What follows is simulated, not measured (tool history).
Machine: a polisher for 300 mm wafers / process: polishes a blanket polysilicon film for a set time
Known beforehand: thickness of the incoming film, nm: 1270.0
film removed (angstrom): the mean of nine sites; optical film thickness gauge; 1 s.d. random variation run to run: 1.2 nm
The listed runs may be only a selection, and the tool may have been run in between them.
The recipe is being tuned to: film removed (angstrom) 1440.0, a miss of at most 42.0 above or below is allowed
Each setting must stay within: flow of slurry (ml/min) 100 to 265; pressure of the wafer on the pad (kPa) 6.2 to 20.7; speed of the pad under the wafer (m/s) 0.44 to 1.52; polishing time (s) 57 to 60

run,day,flow of slurry (ml/min),pressure of the wafer on the pad (kPa),speed of the pad under the wafer (m/s),polishing time (s),film removed (angstrom)
1,0.000,170,13.1,0.98,57,3008.6
2,0.279,170,13.1,0.82,57,2612.1
3,0.329,170,13.1,0.92,57,2844.1
4,0.633,165,11.7,0.88,57,2462.8
5,0.812,160,10.3,0.86,57,2173.8
6,0.983,160,10.3,0.86,57,2154.8
7,1.346,155,9.7,0.84,57,1953.2
8,1.596,145,9.0,0.84,57,1804.2
9,1.950,115,6.2,0.84,57,1220.9
10,2.121,165,6.2,0.84,57,1311.4
11,2.204,170,6.2,0.84,57,1318.2
12,2.354,175,6.2,0.84,57,1319.9

Which one of the following 5 next-run settings gets every result inside its allowed miss? There is exactly one.
A,2.504,140,7.6,0.80,60,?
B,2.504,185,6.9,0.84,60,?
C,2.504,180,6.2,0.96,57,?
D,2.504,190,6.9,0.80,60,?
E,2.504,200,6.9,0.90,58,?

move,film removed (angstrom)
A,1561.8
B,1547.8
C,1447.3
D,1506.7
E,1582.8
A: takes the result that was furthest off past its target
B: takes the result that was furthest off past its target
C: meets every target
D: takes the result that was furthest off past its target
E: takes the result that was furthest off past its target
The right move is C.
